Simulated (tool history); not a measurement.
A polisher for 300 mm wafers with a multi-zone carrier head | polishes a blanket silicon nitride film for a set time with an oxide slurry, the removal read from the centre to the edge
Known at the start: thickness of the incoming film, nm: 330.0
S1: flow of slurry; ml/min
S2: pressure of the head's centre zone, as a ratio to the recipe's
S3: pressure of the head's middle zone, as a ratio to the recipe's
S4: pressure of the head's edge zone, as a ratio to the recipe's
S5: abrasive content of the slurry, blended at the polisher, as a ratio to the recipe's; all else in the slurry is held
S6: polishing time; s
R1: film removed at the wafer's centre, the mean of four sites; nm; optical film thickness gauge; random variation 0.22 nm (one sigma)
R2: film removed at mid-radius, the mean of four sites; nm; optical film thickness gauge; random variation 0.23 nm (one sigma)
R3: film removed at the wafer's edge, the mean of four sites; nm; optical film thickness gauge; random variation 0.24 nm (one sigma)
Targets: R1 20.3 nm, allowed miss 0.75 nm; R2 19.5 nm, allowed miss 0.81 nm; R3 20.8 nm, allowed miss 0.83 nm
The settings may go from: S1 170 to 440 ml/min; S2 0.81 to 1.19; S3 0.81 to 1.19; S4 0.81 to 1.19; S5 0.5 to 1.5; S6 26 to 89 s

Run 1, day 0: S1 280 ml/min, S2 1, S3 1, S4 1, S5 1, S6 57 s. Result: R1 23.691 nm, R2 23.44 nm, R3 22.201 nm.
Run 2, day 0.192: S1 280 ml/min, S2 1, S3 1, S4 1, S5 1, S6 62 s. Result: R1 25.677 nm, R2 25.622 nm, R3 24.817 nm.
Run 3, day 0.425: S1 280 ml/min, S2 1, S3 1, S4 1, S5 1.1, S6 62 s. Result: R1 27.034 nm, R2 26.745 nm, R3 26.058 nm.
Run 4, day 0.621: S1 280 ml/min, S2 1, S3 1.03, S4 1, S5 1.1, S6 62 s. Result: R1 26.43 nm, R2 27.166 nm, R3 25.413 nm.
Run 5, day 0.717: S1 280 ml/min, S2 1, S3 1.03, S4 1.04, S5 1.1, S6 62 s. Result: R1 26.566 nm, R2 27.223 nm, R3 26.768 nm.
Run 6, day 0.896: S1 280 ml/min, S2 1, S3 0.95, S4 1.04, S5 1.1, S6 62 s. Result: R1 26.789 nm, R2 25.349 nm, R3 26.651 nm.
Run 7, day 1.046: S1 275 ml/min, S2 0.97, S3 0.92, S4 1.02, S5 1, S6 62 s. Result: R1 24.754 nm, R2 23.791 nm, R3 24.739 nm.
Run 8, day 1.296: S1 270 ml/min, S2 0.95, S3 0.89, S4 1.01, S5 0.95, S6 62 s. Result: R1 23.488 nm, R2 22.389 nm, R3 23.688 nm.
Run 9, day 1.433: S1 265 ml/min, S2 0.93, S3 0.87, S4 0.99, S5 0.9, S6 62 s. Result: R1 21.889 nm, R2 21.328 nm, R3 22.956 nm.
Run 10, day 1.488: S1 260 ml/min, S2 0.93, S3 0.86, S4 0.96, S5 0.9, S6 62 s. Result: R1 22.052 nm, R2 20.743 nm, R3 22.746 nm.
Run 11, day 1.646: S1 255 ml/min, S2 0.89, S3 0.88, S4 0.88, S5 0.75, S6 62 s. Result: R1 18.667 nm, R2 19.005 nm, R3 19.712 nm.
Run 12, day 1.938: S1 260 ml/min, S2 0.9, S3 0.88, S4 0.9, S5 0.75, S6 62 s. Result: R1 19.238 nm, R2 19.02 nm, R3 19.646 nm.
Run 13, day 2.071: S1 260 ml/min, S2 0.9, S3 0.88, S4 0.92, S5 0.75, S6 62 s. Result: R1 19.118 nm, R2 19.262 nm, R3 19.631 nm.
At day 2.204: worn pad replaced by a new one.
Run 14, day 2.204: S1 260 ml/min, S2 0.9, S3 0.87, S4 0.93, S5 0.75, S6 62 s. Result: R1 20.693 nm, R2 20.388 nm, R3 21.241 nm.

4 next moves are on the table. One of them brings every result within its allowed miss. Which?
Run A, day 2.338: S1 190 ml/min, S2 0.9, S3 1.01, S4 0.95, S5 0.6, S6 70 s. Result: R1 ?, R2 ?, R3 ?.
Run B, day 2.338: S1 230 ml/min, S2 0.87, S3 0.81, S4 0.81, S5 0.8, S6 62 s. Result: R1 ?, R2 ?, R3 ?.
Run C, day 2.338: S1 300 ml/min, S2 1.11, S3 0.97, S4 1.01, S5 0.5, S6 72 s. Result: R1 ?, R2 ?, R3 ?.
Run D, day 2.338: S1 325 ml/min, S2 0.98, S3 0.93, S4 0.92, S5 0.7, S6 57 s. Result: R1 ?, R2 ?, R3 ?.

move      R1      R2      R3
   A  19.085  21.266  20.252
   B   20.32  19.577  20.677
   C  22.017   19.09  19.166
   D  20.045  19.043  18.897
A: further off than the last run
B: meets every target
C: brings the result that was furthest off to its target, and leaves another outside
D: brings the result that was furthest off to its target, and leaves another outside
Answer: B
